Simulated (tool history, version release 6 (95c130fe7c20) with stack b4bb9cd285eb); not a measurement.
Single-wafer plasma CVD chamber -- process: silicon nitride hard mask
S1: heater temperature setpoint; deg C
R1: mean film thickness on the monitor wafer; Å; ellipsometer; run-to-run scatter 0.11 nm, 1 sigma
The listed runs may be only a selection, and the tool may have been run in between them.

{"run": 1, "hour": 0.0, "S1": 400, "chamber pressure (mTorr)": 1560, "RF power (W)": 225, "deposition time (s)": 27.2, "R1": 258.33}
{"run": 2, "hour": 8.2, "S1": 400, "chamber pressure (mTorr)": 1670, "RF power (W)": 225, "deposition time (s)": 27.2, "R1": 264.32}
{"run": 3, "hour": 9.6, "S1": 400, "chamber pressure (mTorr)": 1670, "RF power (W)": 195, "deposition time (s)": 27.2, "R1": 239.74}
{"run": 4, "hour": 17.1, "S1": 400, "chamber pressure (mTorr)": 1670, "RF power (W)": 195, "deposition time (s)": 26, "R1": 227.11}
{"run": 5, "hour": 24.0, "S1": 400, "chamber pressure (mTorr)": 1450, "RF power (W)": 195, "deposition time (s)": 26, "R1": 218.12}
{"hour": 24.9, "done": "RF generator calibrated"}
{"run": 6, "hour": 24.9, "S1": 400, "chamber pressure (mTorr)": 1610, "RF power (W)": 210, "deposition time (s)": 26.1, "R1": 246.49}

Expected results for the next run?
{"run": 7, "hour": 26.1, "S1": 400, "chamber pressure (mTorr)": 1750, "RF power (W)": 215, "deposition time (s)": 26.2, "R1": "?"}

R1: 257.98 Å
